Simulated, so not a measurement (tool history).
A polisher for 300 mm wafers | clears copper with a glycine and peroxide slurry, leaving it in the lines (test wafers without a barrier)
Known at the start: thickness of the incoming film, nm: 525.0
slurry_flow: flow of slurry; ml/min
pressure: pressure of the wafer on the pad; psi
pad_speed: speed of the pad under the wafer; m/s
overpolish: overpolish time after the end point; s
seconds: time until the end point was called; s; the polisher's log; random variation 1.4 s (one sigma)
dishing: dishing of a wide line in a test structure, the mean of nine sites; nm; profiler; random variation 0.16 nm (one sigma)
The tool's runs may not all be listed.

| run | hour | slurry_flow | pressure | pad_speed | overpolish | seconds | dishing |
|---|---|---|---|---|---|---|---|
| 1 | 0.0 | 290 | 2.8 | 1.08 | 14 | 90.296 | 27.570 |
| 2 | 7.3 | 275 | 2.6 | 1.08 | 13 | 95.052 | 25.880 |
| 3 | 16.0 | 275 | 2.6 | 1.08 | 17 | 93.933 | 28.199 |
| 4 | 23.6 | 275 | 2.6 | 0.96 | 17 | 101.430 | 28.041 |
| 5 | 29.2 | 275 | 2.0 | 0.96 | 17 | 119.660 | 27.265 |
| 6 | 32.1 | 345 | 2.0 | 0.96 | 17 | 119.370 | 27.373 |
| 7 | 34.7 | 325 | 1.9 | 0.96 | 16 | 123.720 | 26.254 |
| 8 | 36.8 | 310 | 1.8 | 0.98 | 15 | 127.290 | 25.421 |
| 9 | 45.7 | 295 | 1.7 | 1.00 | 14 | 128.650 | 24.511 |
| 10 | 54.0 | 215 | 1.3 | 1.04 | 8 | 155.060 | 15.722 |

The next listed run, before its measurement:
| 11 | 56.5 | 210 | 1.3 | 1.04 | 8 | ? | ? |

{"run 11": {"seconds": 151.99, "dishing": 15.629}}
